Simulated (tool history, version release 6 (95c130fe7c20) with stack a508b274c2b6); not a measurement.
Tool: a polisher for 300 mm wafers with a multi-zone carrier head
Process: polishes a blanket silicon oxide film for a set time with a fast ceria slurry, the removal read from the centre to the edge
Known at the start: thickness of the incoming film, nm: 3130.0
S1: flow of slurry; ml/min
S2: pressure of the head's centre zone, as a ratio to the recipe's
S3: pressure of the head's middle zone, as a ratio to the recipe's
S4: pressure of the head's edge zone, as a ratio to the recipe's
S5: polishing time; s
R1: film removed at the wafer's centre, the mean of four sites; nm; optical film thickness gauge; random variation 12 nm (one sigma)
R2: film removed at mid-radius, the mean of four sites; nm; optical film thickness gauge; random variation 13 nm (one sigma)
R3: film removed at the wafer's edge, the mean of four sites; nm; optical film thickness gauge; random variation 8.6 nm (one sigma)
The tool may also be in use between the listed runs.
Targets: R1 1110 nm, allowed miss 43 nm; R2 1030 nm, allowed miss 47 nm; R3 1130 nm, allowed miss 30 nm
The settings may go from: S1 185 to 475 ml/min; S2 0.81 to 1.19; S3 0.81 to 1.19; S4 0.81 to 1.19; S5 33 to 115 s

Run 1, hour 0: S1 305 ml/min, S2 1, S3 1, S4 1, S5 73 s. Result: R1 918.93 nm, R2 856.92 nm, R3 850.13 nm.
Run 2, hour 5.3: S1 310 ml/min, S2 1, S3 0.99, S4 1.05, S5 78 s. Result: R1 997.04 nm, R2 916.92 nm, R3 924.49 nm.
Run 3, hour 7.1: S1 310 ml/min, S2 1, S3 0.99, S4 0.98, S5 78 s. Result: R1 1006 nm, R2 899.57 nm, R3 914.07 nm.
Run 4, hour 15.3: S1 310 ml/min, S2 1, S3 0.99, S4 0.98, S5 66 s. Result: R1 828.57 nm, R2 761.8 nm, R3 764.9 nm.
At hour 18.3: centre zone pressure recalibrated.
Run 5, hour 18.3: S1 310 ml/min, S2 0.97, S3 0.97, S4 1.01, S5 74 s. Result: R1 844.46 nm, R2 838.2 nm, R3 874.11 nm.
Run 6, hour 22.1: S1 310 ml/min, S2 0.91, S3 0.97, S4 1.01, S5 74 s. Result: R1 787.5 nm, R2 851.17 nm, R3 878.36 nm.
Run 7, hour 24.5: S1 315 ml/min, S2 0.93, S3 0.96, S4 1.04, S5 79 s. Result: R1 863.1 nm, R2 894.7 nm, R3 948.45 nm.
Run 8, hour 32.6: S1 320 ml/min, S2 0.95, S3 0.95, S4 1.06, S5 83 s. Result: R1 913.63 nm, R2 903.23 nm, R3 1003.9 nm.
Run 9, hour 36.2: S1 325 ml/min, S2 0.96, S3 0.96, S4 1.07, S5 86 s. Result: R1 973.26 nm, R2 984.91 nm, R3 1044 nm.
Run 10, hour 37.3: S1 325 ml/min, S2 0.98, S3 0.95, S4 1.08, S5 88 s. Result: R1 1011.2 nm, R2 999.35 nm, R3 1077 nm.

4 next moves are on the table. One of them brings every result within its allowed miss. Which?
Run A, hour 38.4: S1 185 ml/min, S2 1.03, S3 0.96, S4 1.1, S5 95 s. Result: R1 ?, R2 ?, R3 ?.
Run B, hour 38.4: S1 380 ml/min, S2 1.01, S3 0.92, S4 1.1, S5 87 s. Result: R1 ?, R2 ?, R3 ?.
Run C, hour 38.4: S1 360 ml/min, S2 0.85, S3 0.94, S4 1.06, S5 90 s. Result: R1 ?, R2 ?, R3 ?.
Run D, hour 38.4: S1 235 ml/min, S2 0.98, S3 1.08, S4 1.05, S5 85 s. Result: R1 ?, R2 ?, R3 ?.

move      R1      R2      R3
   A  1109.4  1047.1  1123.1
   B  1054.4  974.34    1070
   C  913.39  1023.6    1088
   D  964.56  1054.8  999.22
A: meets every target
B: nearer than the last run, and not there yet
C: further off than the last run
D: further off than the last run
Move A is the one to make.
